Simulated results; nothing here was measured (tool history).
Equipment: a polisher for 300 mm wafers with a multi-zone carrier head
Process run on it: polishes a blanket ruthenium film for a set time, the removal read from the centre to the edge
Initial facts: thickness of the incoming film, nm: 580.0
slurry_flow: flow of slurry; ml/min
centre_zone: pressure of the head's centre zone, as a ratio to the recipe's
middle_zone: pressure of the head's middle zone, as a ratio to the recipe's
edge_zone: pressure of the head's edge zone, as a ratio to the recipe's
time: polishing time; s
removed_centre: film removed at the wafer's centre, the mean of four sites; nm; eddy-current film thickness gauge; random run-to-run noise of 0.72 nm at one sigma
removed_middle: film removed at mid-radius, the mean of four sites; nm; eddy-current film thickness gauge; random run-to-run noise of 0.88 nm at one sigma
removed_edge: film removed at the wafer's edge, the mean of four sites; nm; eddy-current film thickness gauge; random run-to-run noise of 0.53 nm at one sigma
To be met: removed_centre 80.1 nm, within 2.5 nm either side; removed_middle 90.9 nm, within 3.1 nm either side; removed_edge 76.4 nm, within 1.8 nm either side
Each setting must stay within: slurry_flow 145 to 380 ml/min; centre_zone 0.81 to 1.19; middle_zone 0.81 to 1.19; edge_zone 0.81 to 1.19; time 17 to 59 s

Run 1, hour 0: slurry_flow 245 ml/min, centre_zone 1, middle_zone 1, edge_zone 1, time 38 s. Result: removed_centre 60.058 nm, removed_middle 59.78 nm, removed_edge 59.687 nm.
Run 2, hour 7.8: slurry_flow 245 ml/min, centre_zone 1, middle_zone 1, edge_zone 0.95, time 38 s. Result: removed_centre 60.945 nm, removed_middle 60.692 nm, removed_edge 58.721 nm.
Run 3, hour 10.6: slurry_flow 245 ml/min, centre_zone 1, middle_zone 1, edge_zone 1, time 38 s. Result: removed_centre 61.219 nm, removed_middle 60.948 nm, removed_edge 59.748 nm.
Run 4, hour 13.2: slurry_flow 255 ml/min, centre_zone 1.01, middle_zone 1.04, edge_zone 1.02, time 40 s. Result: removed_centre 64.452 nm, removed_middle 66.075 nm, removed_edge 63.47 nm.
Run 5, hour 20.2: slurry_flow 265 ml/min, centre_zone 1.02, middle_zone 1.07, edge_zone 1.03, time 41 s. Result: removed_centre 67.593 nm, removed_middle 68.562 nm, removed_edge 65.709 nm.
Run 6, hour 25.5: slurry_flow 310 ml/min, centre_zone 1.02, middle_zone 1.07, edge_zone 1.03, time 41 s. Result: removed_centre 68.29 nm, removed_middle 70.473 nm, removed_edge 67.043 nm.
Run 7, hour 33.5: slurry_flow 365 ml/min, centre_zone 1.05, middle_zone 1.17, edge_zone 1.02, time 46 s. Result: removed_centre 81.452 nm, removed_middle 86.216 nm, removed_edge 75.85 nm.
Run 8, hour 40.9: slurry_flow 365 ml/min, centre_zone 1.04, middle_zone 1.17, edge_zone 1.01, time 46 s. Result: removed_centre 80.177 nm, removed_middle 87.904 nm, removed_edge 75.116 nm.
Run 9, hour 48.4: slurry_flow 370 ml/min, centre_zone 1.03, middle_zone 1.18, edge_zone 1.01, time 46 s. Result: removed_centre 79.902 nm, removed_middle 89.671 nm, removed_edge 75.052 nm.
Run 10, hour 51.8: slurry_flow 370 ml/min, centre_zone 1.03, middle_zone 1.18, edge_zone 1.01, time 46 s. Result: removed_centre 81.024 nm, removed_middle 86.687 nm, removed_edge 74.812 nm.

Exactly one of the 4 candidate moves below puts every result within its allowed miss. Which one?
Run A, hour 55.2: slurry_flow 370 ml/min, centre_zone 1.09, middle_zone 1.19, edge_zone 0.98, time 45 s. Result: removed_centre ?, removed_middle ?, removed_edge ?.
Run B, hour 55.2: slurry_flow 375 ml/min, centre_zone 1.01, middle_zone 1.19, edge_zone 1, time 47 s. Result: removed_centre ?, removed_middle ?, removed_edge ?.
Run C, hour 55.2: slurry_flow 350 ml/min, centre_zone 1.05, middle_zone 1.13, edge_zone 1.09, time 46 s. Result: removed_centre ?, removed_middle ?, removed_edge ?.
Run D, hour 55.2: slurry_flow 370 ml/min, centre_zone 1.08, middle_zone 1.19, edge_zone 1.13, time 44 s. Result: removed_centre ?, removed_middle ?, removed_edge ?.

move  removed_centre  removed_middle  removed_edge
   A          82.877          86.731        71.879
   B          80.712          90.717        75.871
   C          81.357          84.398          77.2
   D           80.34           84.79        75.418
A: the biggest miss grows against the last run
B: every result lands within tolerance
C: the biggest miss grows against the last run
D: the biggest miss grows against the last run
Correct choice: B, which meets every target
